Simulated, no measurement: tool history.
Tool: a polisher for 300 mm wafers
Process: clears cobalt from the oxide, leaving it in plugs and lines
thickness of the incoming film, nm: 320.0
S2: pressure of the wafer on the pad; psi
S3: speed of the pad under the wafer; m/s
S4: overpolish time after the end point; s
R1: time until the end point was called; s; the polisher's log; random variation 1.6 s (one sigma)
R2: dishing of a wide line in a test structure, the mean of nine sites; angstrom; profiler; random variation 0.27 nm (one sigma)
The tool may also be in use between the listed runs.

run 1 hour=0.0 | flow_of_slurry_(ml/min)=150 S2=1.4 S3=1.14 S4=23 | R1=79.541 R2=526.44
run 2 hour=7.3 | flow_of_slurry_(ml/min)=145 S2=1.3 S3=1.12 S4=20 | R1=85.979 R2=457.66
run 3 hour=13.1 | flow_of_slurry_(ml/min)=135 S2=1.2 S3=1.12 S4=18 | R1=91.143 R2=408.89
run 4 hour=14.9 | flow_of_slurry_(ml/min)=125 S2=1.1 S3=1.12 S4=16 | R1=103.170 R2=362.04
run 5 hour=22.3 | flow_of_slurry_(ml/min)=120 S2=1.0 S3=1.16 S4=14 | R1=112.020 R2=312.31
run 6 hour=31.0 | flow_of_slurry_(ml/min)=120 S2=1.0 S3=1.16 S4=10 | R1=112.100 R2=240.27
run 7 hour=35.6 | flow_of_slurry_(ml/min)=125 S2=0.9 S3=1.20 S4=9 | R1=119.590 R2=207.31

Run 8 comes next. What will it give?
run 8 hour=38.3 | flow_of_slurry_(ml/min)=130 S2=0.9 S3=1.20 S4=9 | R1=? R2=?

{"run 8": {"R1": 117.63, "R2": 201.49}}
